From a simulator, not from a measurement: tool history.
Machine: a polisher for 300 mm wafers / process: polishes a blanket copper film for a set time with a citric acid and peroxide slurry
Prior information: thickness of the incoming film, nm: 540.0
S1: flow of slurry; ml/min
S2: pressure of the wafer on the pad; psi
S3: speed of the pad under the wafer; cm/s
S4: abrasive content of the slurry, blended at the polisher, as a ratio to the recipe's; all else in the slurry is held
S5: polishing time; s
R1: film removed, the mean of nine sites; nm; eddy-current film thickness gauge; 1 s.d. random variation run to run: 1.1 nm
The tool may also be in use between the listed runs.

run  hour   S1   S2   S3   S4  S5       R1
  1   0.0  160  4.0  100  1.0  36  120.440
  2   0.8  160  4.0  100  1.0  36  121.520
  3   8.4  160  3.7  100  1.0  36  112.150
  4   9.0  160  3.4  100  1.0  36  102.050
  5  10.0  160  3.4  100  1.0  32   91.644
  6  12.6  160  3.4   74  1.0  32   70.164

Run 7 comes next. What will it give?
  7  13.3  160  3.5  74  1.0  32   ?

R1: 72.964 nm
